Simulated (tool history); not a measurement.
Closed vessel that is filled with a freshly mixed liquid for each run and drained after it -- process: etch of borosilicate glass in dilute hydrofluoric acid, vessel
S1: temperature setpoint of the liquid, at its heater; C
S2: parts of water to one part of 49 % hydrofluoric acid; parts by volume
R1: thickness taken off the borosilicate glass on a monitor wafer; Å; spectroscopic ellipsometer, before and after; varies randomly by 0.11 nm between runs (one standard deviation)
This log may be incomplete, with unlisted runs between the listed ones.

Run 1, day 0.000: S1 20.0 C, S2 255 parts by volume, time in the liquid (s) 565. Result: R1 305.20 Å.
Run 2, day 0.183: S1 19.5 C, S2 270 parts by volume, time in the liquid (s) 565. Result: R1 277.30 Å.
Run 3, day 0.483: S1 19.5 C, S2 215 parts by volume, time in the liquid (s) 565. Result: R1 369.93 Å.
Run 4, day 0.700: S1 19.0 C, S2 235 parts by volume, time in the liquid (s) 565. Result: R1 326.06 Å.
Run 5, day 0.758: S1 18.5 C, S2 250 parts by volume, time in the liquid (s) 565. Result: R1 289.98 Å.
Run 6, day 1.138: S1 18.5 C, S2 315 parts by volume, time in the liquid (s) 565. Result: R1 221.14 Å.
Run 7, day 1.221: S1 18.5 C, S2 320 parts by volume, time in the liquid (s) 565. Result: R1 216.17 Å.
Run 8, day 1.404: S1 18.5 C, S2 320 parts by volume, time in the liquid (s) 565. Result: R1 217.36 Å.
Run 9, day 1.633: S1 18.5 C, S2 325 parts by volume, time in the liquid (s) 565. Result: R1 213.13 Å.

Forecast run 10:
Run 10, day 1.688: S1 18.5 C, S2 330 parts by volume, time in the liquid (s) 565. Result: R1 ?.

{"run 10": {"R1": 208.11}}
